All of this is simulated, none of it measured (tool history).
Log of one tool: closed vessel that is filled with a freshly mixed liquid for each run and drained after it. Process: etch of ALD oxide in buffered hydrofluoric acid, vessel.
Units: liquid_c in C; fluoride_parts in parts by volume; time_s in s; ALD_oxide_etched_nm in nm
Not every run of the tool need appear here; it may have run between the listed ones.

| run | hour | liquid_c | fluoride_parts | time_s | ALD_oxide_etched_nm |
|---|---|---|---|---|---|
| 1 | 0 | 21 | 19.5 | 85 | 64.315 |
| 2 | 7 | 23 | 19.5 | 85 | 72.097 |
| 3 | 10.3 | 21.5 | 19.5 | 85 | 66.006 |
| 4 | 18.6 | 18.5 | 19.5 | 85 | 56.122 |
| 5 | 27.3 | 19.5 | 19.5 | 85 | 59.181 |
| 6 | 29.5 | 22.5 | 19.5 | 85 | 70.17 |
| 7 | 35.2 | 23 | 19.5 | 85 | 72.455 |
| 8 | 42.4 | 23.5 | 19.5 | 85 | 74.012 |
| 9 | 50.8 | 24 | 19.5 | 85 | 75.849 |
| 10 | 57 | 24.5 | 19.5 | 85 | 78.515 |
| 11 | 63.5 | 25 | 19.5 | 85 | 80.746 |
| 12 | 64.4 | 25.5 | 19.5 | 85 | 83.039 |

Estimate the outcome of run 13 from the log above:
| 13 | 70 | 26.5 | 19.5 | 85 | ? |

Run 13 measured ALD_oxide_etched_nm 87.071 nm.
